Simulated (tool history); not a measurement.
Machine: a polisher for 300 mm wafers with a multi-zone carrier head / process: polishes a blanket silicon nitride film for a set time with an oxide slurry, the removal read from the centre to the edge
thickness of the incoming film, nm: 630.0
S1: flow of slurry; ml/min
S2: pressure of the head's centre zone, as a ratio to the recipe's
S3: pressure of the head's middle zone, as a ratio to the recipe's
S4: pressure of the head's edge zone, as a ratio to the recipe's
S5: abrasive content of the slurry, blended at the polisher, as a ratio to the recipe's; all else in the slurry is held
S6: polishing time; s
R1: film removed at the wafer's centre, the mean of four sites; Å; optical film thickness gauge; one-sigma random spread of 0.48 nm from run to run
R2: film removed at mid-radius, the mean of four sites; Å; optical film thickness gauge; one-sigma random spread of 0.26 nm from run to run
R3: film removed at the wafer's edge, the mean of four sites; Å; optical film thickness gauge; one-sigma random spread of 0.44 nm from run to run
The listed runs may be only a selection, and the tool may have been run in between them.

run,hour,S1,S2,S3,S4,S5,S6,R1,R2,R3
1,0.0,315,1.00,1.00,1.00,1.00,78,538.77,540.19,552.70
2,5.3,315,1.00,1.00,0.96,1.00,78,535.72,542.66,538.48
3,14.2,315,1.00,1.00,1.00,1.00,78,537.28,535.27,565.15
4,18.1,315,0.94,1.00,1.00,1.00,78,506.22,537.28,555.58
5,20.5,320,0.96,0.99,0.97,0.90,77,476.29,496.92,508.47
6,29.2,320,0.96,0.99,0.97,0.75,77,427.04,449.05,459.54
7,30.1,320,0.98,0.99,0.95,0.75,77,442.84,450.32,453.69
8,36.4,320,0.99,0.99,0.93,0.75,77,449.27,452.33,449.50
9,41.5,320,1.00,0.99,0.91,0.75,77,452.36,448.07,439.35
10,49.6,320,1.00,0.99,0.90,0.75,77,449.72,449.28,437.76
11,57.7,320,1.01,0.99,0.89,0.75,77,459.97,454.22,435.30
12,58.2,320,1.01,0.99,0.88,0.75,77,458.05,458.27,440.16
13,66.4,320,1.09,1.00,0.81,0.50,74,350.78,325.97,307.03
# hour 73.8: slurry nozzle cleaned
14,73.8,330,1.09,1.01,0.83,0.55,74,400.46,372.43,347.88

Expected results for the next run?
15,79.2,340,1.09,1.01,0.83,0.55,74,?,?,?

{"run 15": {"R1": 406.95, "R2": 371.87, "R3": 349.04}}

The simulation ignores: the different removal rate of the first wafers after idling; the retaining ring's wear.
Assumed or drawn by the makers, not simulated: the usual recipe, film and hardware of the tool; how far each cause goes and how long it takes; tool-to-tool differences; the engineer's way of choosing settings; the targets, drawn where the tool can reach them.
